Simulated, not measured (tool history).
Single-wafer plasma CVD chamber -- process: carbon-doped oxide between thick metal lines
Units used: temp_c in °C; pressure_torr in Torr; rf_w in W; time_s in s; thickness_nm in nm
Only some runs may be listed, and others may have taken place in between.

run,hour,temp_c,pressure_torr,rf_w,time_s,thickness_nm
1,0,370,4.08,605,263,1378
2,3.6,370,4.08,690,263,1549.7
3,8.6,371,3.94,655,263,1461.2
4,16.1,371,3.94,685,263,1507.8
5,23.3,371,3.94,655,263,1463.2
6,29.5,371,3.94,655,263,1456.9
7,38.5,372,3.75,630,263,1400
8,43.7,381,2.93,535,263,1148.6
9,47.6,382,2.88,535,263,1149.8
10,49.1,382,2.82,535,263,1142.7

The next listed run, before its measurement:
11,54.6,383,2.77,535,263,?

Run 11 came out at thickness_nm 1138.5 nm.
